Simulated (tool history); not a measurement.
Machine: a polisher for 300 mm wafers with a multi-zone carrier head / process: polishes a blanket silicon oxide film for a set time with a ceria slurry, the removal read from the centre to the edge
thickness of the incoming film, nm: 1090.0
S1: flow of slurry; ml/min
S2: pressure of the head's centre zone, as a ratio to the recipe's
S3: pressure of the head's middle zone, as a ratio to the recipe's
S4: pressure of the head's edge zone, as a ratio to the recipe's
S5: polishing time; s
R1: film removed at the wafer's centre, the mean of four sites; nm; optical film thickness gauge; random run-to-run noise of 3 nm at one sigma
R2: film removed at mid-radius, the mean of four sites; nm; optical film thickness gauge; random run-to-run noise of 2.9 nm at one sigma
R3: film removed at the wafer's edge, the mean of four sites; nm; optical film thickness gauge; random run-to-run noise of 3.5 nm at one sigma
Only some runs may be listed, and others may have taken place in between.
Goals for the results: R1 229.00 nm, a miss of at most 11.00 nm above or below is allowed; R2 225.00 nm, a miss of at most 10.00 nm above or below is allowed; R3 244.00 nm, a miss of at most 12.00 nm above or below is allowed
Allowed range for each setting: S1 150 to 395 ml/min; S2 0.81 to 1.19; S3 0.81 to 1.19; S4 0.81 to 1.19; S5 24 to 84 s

run 1 hour=0.0 | S1=250 S2=1.00 S3=1.00 S4=1.00 S5=54 | R1=422.53 R2=429.42 R3=424.59
run 2 hour=7.1 | S1=250 S2=1.07 S3=1.00 S4=1.00 S5=54 | R1=454.92 R2=432.88 R3=420.60
run 3 hour=14.2 | S1=250 S2=1.03 S3=1.00 S4=1.00 S5=54 | R1=439.88 R2=430.37 R3=417.91
run 4 hour=18.6 | S1=250 S2=1.03 S3=1.05 S4=1.00 S5=54 | R1=452.04 R2=454.90 R3=419.05
run 5 hour=21.5 | S1=245 S2=1.02 S3=1.01 S4=0.99 S5=47 | R1=374.93 R2=385.92 R3=369.69
run 6 hour=25.6 | S1=245 S2=1.02 S3=1.01 S4=0.99 S5=35 | R1=291.70 R2=282.98 R3=277.15
run 7 hour=26.9 | S1=245 S2=1.00 S3=0.99 S4=0.99 S5=34 | R1=271.52 R2=266.35 R3=265.23
run 8 hour=29.9 | S1=245 S2=1.00 S3=0.99 S4=0.99 S5=34 | R1=269.90 R2=271.89 R3=268.24
run 9 hour=31.5 | S1=245 S2=0.99 S3=0.96 S4=0.99 S5=33 | R1=259.09 R2=253.57 R3=261.61
run 10 hour=34.2 | S1=245 S2=0.99 S3=0.96 S4=0.99 S5=33 | R1=262.55 R2=257.40 R3=258.23
run 11 hour=36.7 | S1=240 S2=0.97 S3=0.94 S4=1.00 S5=33 | R1=251.10 R2=245.52 R3=261.06
run 12 hour=41.8 | S1=220 S2=0.93 S3=0.91 S4=0.95 S5=30 | R1=220.57 R2=218.53 R3=225.08

Consider the 5 candidate settings below. Which is the only one whose results all fall within their allowed miss of target?
run A hour=46.9 | S1=245 S2=0.92 S3=0.91 S4=0.96 S5=28 | R1=? R2=? R3=?
run B hour=46.9 | S1=210 S2=0.91 S3=0.86 S4=0.93 S5=32 | R1=? R2=? R3=?
run C hour=46.9 | S1=280 S2=0.81 S3=0.97 S4=1.16 S5=32 | R1=? R2=? R3=?
run D hour=46.9 | S1=215 S2=0.87 S3=0.94 S4=1.08 S5=30 | R1=? R2=? R3=?
run E hour=46.9 | S1=225 S2=0.89 S3=0.84 S4=1.11 S5=33 | R1=? R2=? R3=?

move=A R1=205.94 R2=214.50 R3=217.39
move=B R1=227.06 R2=229.46 R3=240.95
move=C R1=210.79 R2=262.12 R3=276.01
move=D R1=204.37 R2=231.52 R3=243.24
move=E R1=231.59 R2=234.72 R3=272.99
A: lands further from the targets than the last run did
B: all results land within tolerance of their targets
C: pushes the last run's worst result past its target
D: brings the result that was furthest off to its target, and leaves another outside
E: pushes the last run's worst result past its target
Correct choice: B, which meets every target
